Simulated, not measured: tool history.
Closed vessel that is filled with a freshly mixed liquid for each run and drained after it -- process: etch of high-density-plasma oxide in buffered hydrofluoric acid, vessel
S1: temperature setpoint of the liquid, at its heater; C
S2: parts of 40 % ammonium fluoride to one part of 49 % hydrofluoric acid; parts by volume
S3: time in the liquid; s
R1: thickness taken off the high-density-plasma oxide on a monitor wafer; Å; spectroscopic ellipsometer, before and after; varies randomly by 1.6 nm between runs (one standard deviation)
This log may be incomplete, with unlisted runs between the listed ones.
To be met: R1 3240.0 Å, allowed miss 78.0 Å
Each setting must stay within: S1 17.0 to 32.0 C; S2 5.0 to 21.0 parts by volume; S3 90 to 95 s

run  hour    S1    S2  S3      R1
  1   0.0  25.0  13.0  90  1797.4
  2   6.6  26.0  12.5  90  1951.8
  3  10.3  27.5  12.5  90  2135.7
  4  13.5  24.5  12.5  90  1804.8
     16.3  -- thermometer replaced
  5  16.3  21.5  12.5  90  1677.8
  6  20.8  23.0  12.0  90  1904.2
  7  22.1  24.5  11.5  90  2148.2
  8  22.8  28.5  11.5  90  2633.3
  9  25.1  29.0  11.5  90  2728.0
 10  28.3  29.5  11.5  90  2805.0
 11  34.3  30.0  11.5  90  2892.5
 12  38.3  30.0  11.5  90  2882.8
 13  40.5  30.5  11.5  90  2955.3
 14  41.1  31.0  11.5  90  3028.8
 15  46.7  31.5  11.5  90  3086.5
 16  50.0  32.0  11.0  90  3351.0

4 next moves are on the table. One of them brings every result within its allowed miss. Which?
  A  53.3  32.0  11.5  95   ?
  B  53.3  30.5  10.5  95   ?
  C  53.3  31.5  11.0  90   ?
  D  53.3  31.0  10.5  95   ?

move      R1
   A  3387.6
   B  3423.1
   C  3265.4
   D  3513.7
A: its largest miss is bigger than the last run's
B: its largest miss is bigger than the last run's
C: meets every target
D: its largest miss is bigger than the last run's
C is the move that brings every result within its allowed miss.

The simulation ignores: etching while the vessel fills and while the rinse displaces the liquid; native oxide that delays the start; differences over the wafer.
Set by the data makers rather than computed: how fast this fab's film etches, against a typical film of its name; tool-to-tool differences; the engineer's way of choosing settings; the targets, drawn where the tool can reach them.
